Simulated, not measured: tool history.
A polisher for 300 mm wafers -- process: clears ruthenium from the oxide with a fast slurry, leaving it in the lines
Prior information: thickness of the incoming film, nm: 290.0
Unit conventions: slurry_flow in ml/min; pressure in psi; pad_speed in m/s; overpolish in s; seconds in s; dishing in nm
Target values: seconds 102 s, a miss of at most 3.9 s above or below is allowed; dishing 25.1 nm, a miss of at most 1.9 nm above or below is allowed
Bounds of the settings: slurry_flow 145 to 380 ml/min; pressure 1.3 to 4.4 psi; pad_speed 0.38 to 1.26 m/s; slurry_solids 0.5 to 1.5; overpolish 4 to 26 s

| run | day | slurry_flow | pressure | pad_speed | slurry_solids | overpolish | seconds | dishing |
|---|---|---|---|---|---|---|---|---|
| 1 | 0 | 245 | 2.8 | 0.82 | 1 | 13 | 74.766 | 36.83 |
| 2 | 0.358 | 245 | 2.6 | 0.82 | 1 | 13 | 79.094 | 34.558 |
| 3 | 0.417 | 245 | 2.4 | 0.82 | 1 | 13 | 86.407 | 30.615 |
| 4 | 0.762 | 245 | 2.8 | 0.82 | 1 | 13 | 74.101 | 36.621 |
|  | 1.125 | slurry nozzle cleaned |
| 5 | 1.125 | 190 | 2.8 | 0.82 | 1 | 13 | 74.686 | 34.256 |
| 6 | 1.208 | 190 | 2.6 | 0.82 | 1 | 13 | 79.344 | 34.312 |
| 7 | 1.421 | 190 | 2.4 | 0.82 | 1 | 13 | 87.656 | 30.647 |
| 8 | 1.65 | 190 | 2.3 | 0.82 | 1 | 13 | 88.219 | 30.834 |
| 9 | 1.738 | 190 | 2.2 | 0.82 | 1 | 13 | 91.927 | 29.735 |
| 10 | 1.979 | 190 | 2.2 | 0.82 | 1 | 13 | 93.544 | 29.873 |

Pick the move, out of 4, that brings all results within their allowed miss; only one does.
| A | 2.221 | 200 | 2 | 0.78 | 1 | 20 | ? | ? |
| B | 2.221 | 190 | 2.5 | 0.62 | 1.05 | 9 | ? | ? |
| C | 2.221 | 185 | 2.1 | 1.02 | 0.8 | 9 | ? | ? |
| D | 2.221 | 200 | 2.4 | 0.7 | 0.8 | 12 | ? | ? |

| move | seconds | dishing |
|---|---|---|
| A | 104.49 | 39.939 |
| B | 94.54 | 20.805 |
| C | 92.395 | 21.265 |
| D | 101.48 | 25.556 |
A: further off than the last run
B: the result that was furthest off in the last run now lies on the other side of its target
C: the result that was furthest off in the last run now lies on the other side of its target
D: every result within its allowed miss
Move D is the one to make.
